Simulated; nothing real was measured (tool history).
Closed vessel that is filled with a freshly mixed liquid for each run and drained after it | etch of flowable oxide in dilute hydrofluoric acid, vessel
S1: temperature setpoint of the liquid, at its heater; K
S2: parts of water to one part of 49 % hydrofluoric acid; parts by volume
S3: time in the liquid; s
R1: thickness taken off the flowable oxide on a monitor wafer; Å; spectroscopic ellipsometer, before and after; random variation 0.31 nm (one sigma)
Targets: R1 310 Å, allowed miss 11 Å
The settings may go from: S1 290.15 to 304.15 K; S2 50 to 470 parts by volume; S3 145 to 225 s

{"run": 1, "day": 0.0, "S1": 296.15, "S2": 260, "S3": 225, "R1": 170.21}
{"run": 2, "day": 0.042, "S1": 297.65, "S2": 245, "S3": 225, "R1": 193}
{"run": 3, "day": 0.408, "S1": 298.65, "S2": 235, "S3": 225, "R1": 212.55}
{"run": 4, "day": 0.696, "S1": 299.65, "S2": 230, "S3": 225, "R1": 230.89}
{"run": 5, "day": 1.033, "S1": 300.65, "S2": 225, "S3": 225, "R1": 239.36}
{"run": 6, "day": 1.242, "S1": 300.65, "S2": 225, "S3": 145, "R1": 156.41}
{"run": 7, "day": 1.342, "S1": 300.65, "S2": 200, "S3": 145, "R1": 178.98}
{"run": 8, "day": 1.504, "S1": 301.15, "S2": 170, "S3": 155, "R1": 239.9}
{"run": 9, "day": 1.846, "S1": 301.15, "S2": 160, "S3": 155, "R1": 256.59}
{"run": 10, "day": 2.158, "S1": 301.15, "S2": 155, "S3": 155, "R1": 264.38}
{"run": 11, "day": 2.296, "S1": 304.15, "S2": 140, "S3": 155, "R1": 337.98}

Which of these 4 next moves meets every target?
{"run": "A", "day": 2.433, "S1": 304.15, "S2": 120, "S3": 145, "R1": "?"}
{"run": "B", "day": 2.433, "S1": 302.15, "S2": 115, "S3": 145, "R1": "?"}
{"run": "C", "day": 2.433, "S1": 303.65, "S2": 120, "S3": 145, "R1": "?"}
{"run": "D", "day": 2.433, "S1": 304.15, "S2": 140, "S3": 145, "R1": "?"}

move=A R1=379.61
move=B R1=369.89
move=C R1=372.61
move=D R1=316.86
A: further off than the last run
B: further off than the last run
C: further off than the last run
D: meets every target
The right move is D.

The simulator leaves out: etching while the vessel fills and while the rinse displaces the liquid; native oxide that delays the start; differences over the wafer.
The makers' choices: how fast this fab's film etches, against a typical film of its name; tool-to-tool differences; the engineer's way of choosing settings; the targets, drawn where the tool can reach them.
